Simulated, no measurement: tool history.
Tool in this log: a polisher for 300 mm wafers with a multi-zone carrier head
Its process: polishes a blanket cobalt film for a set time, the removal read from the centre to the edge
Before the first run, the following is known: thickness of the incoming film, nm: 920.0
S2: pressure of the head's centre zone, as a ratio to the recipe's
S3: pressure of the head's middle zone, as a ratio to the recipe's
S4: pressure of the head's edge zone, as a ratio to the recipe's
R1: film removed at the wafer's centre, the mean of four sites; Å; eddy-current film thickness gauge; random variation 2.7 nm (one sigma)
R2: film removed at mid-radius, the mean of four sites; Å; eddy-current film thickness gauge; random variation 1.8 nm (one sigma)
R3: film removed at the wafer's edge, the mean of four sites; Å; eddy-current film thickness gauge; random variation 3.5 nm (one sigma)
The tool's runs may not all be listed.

{"run": 1, "day": 0.0, "flow of slurry (ml/min)": 310, "S2": 1.0, "S3": 1.0, "S4": 1.0, "polishing time (s)": 41, "R1": 1767.7, "R2": 1744.9, "R3": 1758.0}
{"run": 2, "day": 0.212, "flow of slurry (ml/min)": 380, "S2": 1.0, "S3": 1.0, "S4": 1.0, "polishing time (s)": 41, "R1": 1774.9, "R2": 1775.4, "R3": 1768.1}
{"run": 3, "day": 0.529, "flow of slurry (ml/min)": 440, "S2": 1.0, "S3": 1.0, "S4": 1.0, "polishing time (s)": 41, "R1": 1839.6, "R2": 1791.3, "R3": 1748.8}
{"run": 4, "day": 0.629, "flow of slurry (ml/min)": 440, "S2": 1.0, "S3": 1.0, "S4": 0.95, "polishing time (s)": 41, "R1": 1798.9, "R2": 1788.4, "R3": 1788.2}
{"run": 5, "day": 0.675, "flow of slurry (ml/min)": 440, "S2": 1.06, "S3": 1.0, "S4": 0.95, "polishing time (s)": 41, "R1": 1927.6, "R2": 1799.9, "R3": 1735.2}
{"run": 6, "day": 0.917, "flow of slurry (ml/min)": 375, "S2": 1.06, "S3": 1.0, "S4": 0.95, "polishing time (s)": 41, "R1": 1888.1, "R2": 1777.1, "R3": 1739.6}
{"run": 7, "day": 1.142, "flow of slurry (ml/min)": 300, "S2": 1.14, "S3": 0.91, "S4": 1.05, "polishing time (s)": 52, "R1": 2483.9, "R2": 2060.8, "R3": 2233.0}
{"run": 8, "day": 1.446, "flow of slurry (ml/min)": 300, "S2": 1.14, "S3": 0.91, "S4": 1.05, "polishing time (s)": 52, "R1": 2516.4, "R2": 2031.6, "R3": 2291.0}
{"run": 9, "day": 1.525, "flow of slurry (ml/min)": 300, "S2": 1.14, "S3": 0.91, "S4": 1.05, "polishing time (s)": 52, "R1": 2472.5, "R2": 2041.2, "R3": 2284.9}
{"run": 10, "day": 1.633, "flow of slurry (ml/min)": 300, "S2": 1.15, "S3": 0.91, "S4": 1.08, "polishing time (s)": 53, "R1": 2495.5, "R2": 2077.7, "R3": 2325.8}
{"run": 11, "day": 1.771, "flow of slurry (ml/min)": 300, "S2": 1.15, "S3": 0.9, "S4": 1.09, "polishing time (s)": 54, "R1": 2591.2, "R2": 2106.4, "R3": 2332.3}
{"run": 12, "day": 2.117, "flow of slurry (ml/min)": 270, "S2": 1.14, "S3": 0.89, "S4": 1.06, "polishing time (s)": 55, "R1": 2562.6, "R2": 2110.4, "R3": 2443.5}

Predict the results of run 13:
{"run": 13, "day": 2.154, "flow of slurry (ml/min)": 265, "S2": 1.14, "S3": 0.89, "S4": 1.06, "polishing time (s)": 56, "R1": "?", "R2": "?", "R3": "?"}

R1: 2625.2 Å
R2: 2132.1 Å
R3: 2404.0 Å

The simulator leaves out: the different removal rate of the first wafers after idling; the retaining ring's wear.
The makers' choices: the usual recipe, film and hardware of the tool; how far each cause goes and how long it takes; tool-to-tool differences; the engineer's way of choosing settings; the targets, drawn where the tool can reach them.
